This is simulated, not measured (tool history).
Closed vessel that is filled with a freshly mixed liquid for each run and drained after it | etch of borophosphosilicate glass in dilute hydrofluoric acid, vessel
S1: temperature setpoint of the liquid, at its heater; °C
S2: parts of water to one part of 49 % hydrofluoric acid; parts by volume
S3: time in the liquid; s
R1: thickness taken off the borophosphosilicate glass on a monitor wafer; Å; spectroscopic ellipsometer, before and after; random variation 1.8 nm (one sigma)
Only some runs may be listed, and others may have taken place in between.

run 1 hour=0.0 | S1=22.0 S2=70 S3=85 | R1=874.83
run 2 hour=3.5 | S1=22.0 S2=85 S3=85 | R1=702.42
run 3 hour=11.2 | S1=20.0 S2=85 S3=85 | R1=644.09
run 4 hour=20.0 | S1=20.0 S2=85 S3=85 | R1=643.34
run 5 hour=23.9 | S1=22.5 S2=70 S3=85 | R1=891.16
run 6 hour=28.9 | S1=22.5 S2=70 S3=85 | R1=887.52
run 7 hour=37.4 | S1=24.5 S2=60 S3=85 | R1=1152.10
run 8 hour=45.3 | S1=26.0 S2=55 S3=85 | R1=1339.00
run 9 hour=47.0 | S1=27.0 S2=50 S3=85 | R1=1534.20
run 10 hour=55.8 | S1=28.0 S2=45 S3=85 | R1=1794.80
run 11 hour=58.5 | S1=28.5 S2=45 S3=85 | R1=1841.70

Run 12 is up next; what results do you expect?
run 12 hour=65.3 | S1=29.0 S2=45 S3=85 | R1=?

{"run 12": {"R1": 1816.2}}

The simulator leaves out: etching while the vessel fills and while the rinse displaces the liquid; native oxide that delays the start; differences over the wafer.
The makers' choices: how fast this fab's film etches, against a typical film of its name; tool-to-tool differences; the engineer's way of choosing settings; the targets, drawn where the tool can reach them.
